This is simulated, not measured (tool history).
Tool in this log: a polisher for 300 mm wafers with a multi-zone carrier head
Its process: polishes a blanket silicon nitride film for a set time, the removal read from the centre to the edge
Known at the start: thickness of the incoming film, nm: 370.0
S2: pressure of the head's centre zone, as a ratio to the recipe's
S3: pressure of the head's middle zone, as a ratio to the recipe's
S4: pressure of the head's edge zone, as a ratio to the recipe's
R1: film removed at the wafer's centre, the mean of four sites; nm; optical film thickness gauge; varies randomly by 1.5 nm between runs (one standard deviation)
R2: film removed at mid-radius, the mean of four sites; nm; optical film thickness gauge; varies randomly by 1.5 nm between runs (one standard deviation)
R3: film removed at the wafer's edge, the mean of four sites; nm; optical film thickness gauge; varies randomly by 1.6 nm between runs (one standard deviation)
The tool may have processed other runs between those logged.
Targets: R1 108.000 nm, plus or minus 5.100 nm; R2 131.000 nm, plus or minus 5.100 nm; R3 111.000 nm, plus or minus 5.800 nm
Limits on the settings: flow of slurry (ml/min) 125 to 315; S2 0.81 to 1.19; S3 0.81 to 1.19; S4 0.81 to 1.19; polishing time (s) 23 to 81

Run 1, day 0.000: flow of slurry (ml/min) 205, S2 1.00, S3 1.00, S4 1.00, polishing time (s) 52. Result: R1 109.460 nm, R2 107.090 nm, R3 105.450 nm.
Run 2, day 0.142: flow of slurry (ml/min) 205, S2 1.00, S3 1.00, S4 1.00, polishing time (s) 47. Result: R1 99.611 nm, R2 97.863 nm, R3 94.107 nm.
Run 3, day 0.288: flow of slurry (ml/min) 210, S2 0.99, S3 1.03, S4 1.01, polishing time (s) 48. Result: R1 99.627 nm, R2 103.530 nm, R3 98.019 nm.
Run 4, day 0.658: flow of slurry (ml/min) 210, S2 0.99, S3 1.03, S4 1.01, polishing time (s) 55. Result: R1 112.630 nm, R2 117.200 nm, R3 112.260 nm.
Run 5, day 0.875: flow of slurry (ml/min) 210, S2 1.06, S3 1.03, S4 1.01, polishing time (s) 55. Result: R1 120.140 nm, R2 116.890 nm, R3 112.540 nm.
Run 6, day 1.133: flow of slurry (ml/min) 210, S2 1.05, S3 1.05, S4 1.01, polishing time (s) 55. Result: R1 122.830 nm, R2 118.750 nm, R3 114.420 nm.
Run 7, day 1.200: flow of slurry (ml/min) 215, S2 1.03, S3 1.07, S4 1.00, polishing time (s) 55. Result: R1 120.250 nm, R2 121.870 nm, R3 111.030 nm.
Run 8, day 1.483: flow of slurry (ml/min) 215, S2 1.01, S3 1.08, S4 1.01, polishing time (s) 55. Result: R1 120.120 nm, R2 122.790 nm, R3 114.970 nm.
Run 9, day 1.554: flow of slurry (ml/min) 215, S2 0.98, S3 1.09, S4 1.00, polishing time (s) 55. Result: R1 112.460 nm, R2 121.860 nm, R3 113.840 nm.
Run 10, day 1.850: flow of slurry (ml/min) 220, S2 0.97, S3 1.11, S4 0.99, polishing time (s) 55. Result: R1 114.730 nm, R2 124.840 nm, R3 112.520 nm.

Of the 4 settings listed for the next run, only one would bring every result within its allowed miss of target. Which one?
Run A, day 2.146: flow of slurry (ml/min) 160, S2 0.93, S3 1.15, S4 0.93, polishing time (s) 59. Result: R1 ?, R2 ?, R3 ?.
Run B, day 2.146: flow of slurry (ml/min) 210, S2 1.02, S3 1.06, S4 1.01, polishing time (s) 54. Result: R1 ?, R2 ?, R3 ?.
Run C, day 2.146: flow of slurry (ml/min) 290, S2 0.96, S3 1.19, S4 0.81, polishing time (s) 53. Result: R1 ?, R2 ?, R3 ?.
Run D, day 2.146: flow of slurry (ml/min) 235, S2 1.05, S3 1.05, S4 0.97, polishing time (s) 57. Result: R1 ?, R2 ?, R3 ?.

move       R1       R2       R3
   A  107.940  132.730  111.650
   B  114.030  118.500  110.020
   C  110.090  133.700  100.320
   D  126.050  125.980  115.230
A: hits every target within its allowed miss
B: further off than the last run
C: brings the last run's worst result on target, with another outside its allowed miss
D: further off than the last run
Correct choice: A, which meets every target
